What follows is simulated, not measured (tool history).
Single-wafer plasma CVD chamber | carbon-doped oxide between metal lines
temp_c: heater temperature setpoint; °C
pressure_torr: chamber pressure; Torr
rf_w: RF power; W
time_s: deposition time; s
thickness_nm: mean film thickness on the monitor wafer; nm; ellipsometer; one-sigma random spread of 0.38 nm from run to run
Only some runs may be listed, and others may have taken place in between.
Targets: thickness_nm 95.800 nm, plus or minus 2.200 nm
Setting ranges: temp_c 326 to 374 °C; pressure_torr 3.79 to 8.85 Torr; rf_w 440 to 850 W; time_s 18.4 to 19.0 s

| run | hour | temp_c | pressure_torr | rf_w | time_s | thickness_nm |
|---|---|---|---|---|---|---|
| 1 | 0.0 | 350 | 6.32 | 645 | 18.4 | 115.830 |
| 2 | 3.7 | 350 | 6.32 | 645 | 18.4 | 115.950 |
| 3 | 8.0 | 350 | 6.32 | 645 | 19.0 | 120.030 |
| 4 | 11.7 | 351 | 6.21 | 610 | 18.9 | 115.120 |
| 5 | 17.7 | 352 | 6.11 | 580 | 18.8 | 109.130 |
| 6 | 24.4 | 354 | 5.94 | 565 | 18.8 | 106.470 |
| 7 | 26.7 | 356 | 5.78 | 555 | 18.8 | 104.550 |
| 8 | 30.4 | 357 | 5.66 | 545 | 18.8 | 102.840 |
| 9 | 36.8 | 363 | 5.11 | 490 | 18.7 | 91.482 |
| 10 | 41.2 | 363 | 5.11 | 490 | 18.7 | 91.199 |
| 11 | 47.8 | 362 | 5.19 | 490 | 18.7 | 92.319 |
| 12 | 54.5 | 361 | 5.25 | 490 | 18.7 | 91.958 |
| 13 | 60.1 | 360 | 5.34 | 490 | 18.7 | 92.772 |
| 14 | 62.9 | 359 | 5.41 | 490 | 18.7 | 93.492 |
| 15 | 69.3 | 358 | 5.46 | 490 | 18.7 | 93.174 |

Next run, 5 choices. One meets every target within its allowed miss, the rest don't. Which?
| A | 75.7 | 353 | 5.32 | 475 | 18.4 | ? |
| B | 75.7 | 363 | 5.63 | 500 | 19.0 | ? |
| C | 75.7 | 353 | 6.49 | 515 | 19.0 | ? |
| D | 75.7 | 354 | 4.82 | 470 | 18.4 | ? |
| E | 75.7 | 352 | 8.84 | 505 | 19.0 | ? |

| move | thickness_nm |
|---|---|
| A | 91.132 |
| B | 95.562 |
| C | 101.830 |
| D | 89.114 |
| E | 102.220 |
A: misses by more than the last run did
B: all results in spec
C: pushes the last run's worst result past its target
D: misses by more than the last run did
E: pushes the last run's worst result past its target
B is the move that brings every result within its allowed miss.
